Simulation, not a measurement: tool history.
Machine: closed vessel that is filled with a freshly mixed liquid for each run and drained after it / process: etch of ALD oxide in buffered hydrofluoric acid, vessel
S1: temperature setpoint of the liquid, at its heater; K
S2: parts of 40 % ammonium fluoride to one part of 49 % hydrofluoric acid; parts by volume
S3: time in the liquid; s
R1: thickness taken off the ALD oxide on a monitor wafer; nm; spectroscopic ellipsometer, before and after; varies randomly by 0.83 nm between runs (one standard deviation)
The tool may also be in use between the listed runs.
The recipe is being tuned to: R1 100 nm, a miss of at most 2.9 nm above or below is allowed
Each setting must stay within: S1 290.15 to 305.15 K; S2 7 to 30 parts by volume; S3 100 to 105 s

| run | hour | S1 | S2 | S3 | R1 |
|---|---|---|---|---|---|
| 1 | 0 | 297.15 | 20 | 100 | 73.714 |
| 2 | 5.1 | 297.15 | 20 | 105 | 77.021 |
| 3 | 13.8 | 297.15 | 20 | 105 | 77.217 |
| 4 | 17.7 | 297.65 | 20 | 105 | 79.888 |
| 5 | 20.6 | 297.65 | 20 | 100 | 76.672 |
| 6 | 23.9 | 297.65 | 17 | 100 | 88.258 |
| 7 | 32.7 | 298.65 | 17 | 100 | 92.934 |
| 8 | 40.6 | 299.15 | 17 | 100 | 95.954 |

Pick the move, out of 4, that brings all results within their allowed miss; only one does.
| A | 48.5 | 297.65 | 16 | 105 | ? |
| B | 48.5 | 297.65 | 17.5 | 105 | ? |
| C | 48.5 | 298.65 | 15.5 | 105 | ? |
| D | 48.5 | 299.65 | 15.5 | 100 | ? |

| move | R1 |
|---|---|
| A | 98.898 |
| B | 90.548 |
| C | 107.73 |
| D | 108.28 |
A: in spec on every target
B: further off than the last run
C: moves the result that the last run missed by most past its target, out the other side
D: moves the result that the last run missed by most past its target, out the other side
Correct choice: A, which meets every target
